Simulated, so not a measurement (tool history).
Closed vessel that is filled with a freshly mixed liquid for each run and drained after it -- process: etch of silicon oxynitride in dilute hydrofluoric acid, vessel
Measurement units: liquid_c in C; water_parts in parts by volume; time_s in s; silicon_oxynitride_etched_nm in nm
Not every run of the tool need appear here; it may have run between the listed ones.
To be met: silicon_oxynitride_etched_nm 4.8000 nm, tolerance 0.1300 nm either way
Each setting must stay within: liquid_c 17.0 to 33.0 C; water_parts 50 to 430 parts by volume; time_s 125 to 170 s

run	hour	liquid_c	water_parts	time_s	silicon_oxynitride_etched_nm
1	0.0	25.0	240	170	2.7898
2	1.8	25.0	240	170	2.7985
3	6.6	25.0	175	170	4.0048
4	8.8	25.0	245	170	2.7404
5	10.5	25.0	245	170	2.7237
6	18.9	25.0	320	170	1.9811
7	23.9	27.0	285	170	2.4860
8	24.6	28.5	260	170	2.9668
9	33.5	29.5	240	170	3.3541
10	36.2	30.5	225	170	3.8164
11	38.9	31.0	215	170	4.1001
12	46.8	31.5	210	170	4.3250
13	48.3	32.0	205	170	4.5721
14	51.0	32.5	205	170	4.6560

Exercise: of the 4 proposed moves below, exactly one satisfies all targets within the stated allowed misses. Which move is it?
A	53.7	33.0	205	160	?
B	53.7	32.0	200	165	?
C	53.7	32.0	160	125	?
D	53.7	32.0	195	170	?

move	silicon_oxynitride_etched_nm
A	4.4152
B	4.5023
C	4.4337
D	4.7805
A: lands further from the targets than the last run did
B: lands further from the targets than the last run did
C: lands further from the targets than the last run did
D: every result within its allowed miss
The move that meets every target is D.

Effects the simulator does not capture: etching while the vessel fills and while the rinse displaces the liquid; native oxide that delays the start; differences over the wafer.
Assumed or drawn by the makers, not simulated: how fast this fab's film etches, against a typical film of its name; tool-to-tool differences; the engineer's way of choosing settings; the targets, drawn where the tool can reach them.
